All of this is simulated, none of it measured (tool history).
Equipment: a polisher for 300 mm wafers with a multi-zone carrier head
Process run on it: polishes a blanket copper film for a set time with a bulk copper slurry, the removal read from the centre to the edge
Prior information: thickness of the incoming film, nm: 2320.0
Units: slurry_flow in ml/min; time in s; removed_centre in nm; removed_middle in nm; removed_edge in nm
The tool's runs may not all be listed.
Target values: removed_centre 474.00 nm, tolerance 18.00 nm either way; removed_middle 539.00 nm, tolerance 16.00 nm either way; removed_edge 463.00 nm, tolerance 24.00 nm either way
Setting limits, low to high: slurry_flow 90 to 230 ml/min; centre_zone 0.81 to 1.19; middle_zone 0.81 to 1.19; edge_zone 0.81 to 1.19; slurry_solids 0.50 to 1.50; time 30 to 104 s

run  hour  slurry_flow  centre_zone  middle_zone  edge_zone  slurry_solids  time  removed_centre  removed_middle  removed_edge
  1   0.0          150         1.00         1.00       1.00           1.00    67          685.79          696.11        698.13
  2   1.3          150         1.00         1.00       1.00           1.00    80          805.99          835.55        824.33
  3   4.2          120         1.00         1.00       1.00           1.00    80          786.56          809.60        800.35
  4   6.6          120         1.04         1.00       1.00           1.00    80          809.17          810.43        808.89
  5  13.1          120         1.04         1.00       1.06           1.00    80          814.82          814.18        808.67
  6  17.6          120         1.04         1.00       1.01           1.00    80          826.34          818.44        786.98
  7  21.6          110         1.02         1.04       0.98           0.85    71          667.79          713.32        671.76
  8  28.6          105         1.03         1.06       0.95           0.75    65          617.92          635.83        595.89
  9  36.5          140         0.93         1.14       0.85           0.50    50          414.12          502.56        428.36
 10  43.1          140         0.93         1.14       0.85           0.50    50          411.77          493.26        404.52
 11  46.3          180         0.97         1.14       0.95           0.65    51          469.44          553.88        483.24
 12  53.2          180         0.98         1.14       0.93           0.65    51          487.58          558.85        471.21

Which single option among these 5 for the next run brings every result within its allowed miss of target? Just one does.
  A  60.1          180         0.91         1.11       0.87           0.50    57               ?               ?             ?
  B  60.1          175         1.02         1.18       0.87           0.90    48               ?               ?             ?
  C  60.1          215         0.88         1.19       0.85           0.85    48               ?               ?             ?
  D  60.1          170         0.98         1.19       0.81           0.70    51               ?               ?             ?
  E  60.1          140         1.03         1.18       0.98           0.55    51               ?               ?             ?

move  removed_centre  removed_middle  removed_edge
   A          477.84          587.52        480.54
   B          504.05          581.92        451.82
   C          441.49          594.39        449.98
   D          487.29          590.41        441.14
   E          475.13          545.18        451.19
A: its largest miss is bigger than the last run's
B: its largest miss is bigger than the last run's
C: its largest miss is bigger than the last run's
D: its largest miss is bigger than the last run's
E: meets every target
So the answer is move E, the one that meets all the targets.
